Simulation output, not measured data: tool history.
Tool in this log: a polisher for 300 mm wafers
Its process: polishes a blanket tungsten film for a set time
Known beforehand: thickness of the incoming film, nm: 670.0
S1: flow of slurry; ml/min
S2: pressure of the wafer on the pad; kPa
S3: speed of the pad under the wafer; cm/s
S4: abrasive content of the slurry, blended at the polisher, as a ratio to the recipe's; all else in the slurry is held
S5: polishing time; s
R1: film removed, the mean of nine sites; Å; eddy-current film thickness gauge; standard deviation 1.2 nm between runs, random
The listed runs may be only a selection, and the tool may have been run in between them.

run  hour   S1    S2   S3    S4  S5      R1
  1     0  205  24.1  142     1  28  1637.8
  2   4.4  175  24.1  142     1  28  1617.8
  3   7.6  175  21.4  142     1  28  1468.4
  4  15.6  175  21.4  142     1  28  1433.1
  5  16.6  175  21.4  142  1.15  28  1536.9
  6  19.4  175  19.3  142  1.15  28  1404.9
     20.7  -- head pressure recalibrated
  7  20.7  175  17.2  142  1.15  28  1208.1

What will run 8 give?
  8  24.5  175  16.5  142  1.15  28   ?

For run 8 the tool returned R1 1159.8 Å.

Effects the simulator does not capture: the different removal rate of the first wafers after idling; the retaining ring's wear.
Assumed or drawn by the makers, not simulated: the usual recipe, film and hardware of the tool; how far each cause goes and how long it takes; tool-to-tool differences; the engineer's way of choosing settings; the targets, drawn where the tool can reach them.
